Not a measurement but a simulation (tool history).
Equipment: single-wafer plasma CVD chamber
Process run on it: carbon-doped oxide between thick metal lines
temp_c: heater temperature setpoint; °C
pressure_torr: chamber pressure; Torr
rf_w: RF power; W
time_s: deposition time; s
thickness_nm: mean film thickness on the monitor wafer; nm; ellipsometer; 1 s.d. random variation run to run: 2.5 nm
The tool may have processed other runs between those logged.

run  hour  temp_c  pressure_torr  rf_w  time_s  thickness_nm
  1     0     365           4.59   650     141        818.88
  2   4.2     367           4.36   645     141        814.41
  3   5.6     368           4.26   630     141        791.47
  4   7.1     368           4.26   630     141        793.92
  5  11.3     369           4.08   625     141        777.39
  6    13     369           4.08   545     141        715.74
  7  21.9     369           4.08   545     141        716.38

Predict the results of run 8:
  8  27.1     369            4.1   545     141             ?

{"run 8": {"thickness_nm": 710.65}}
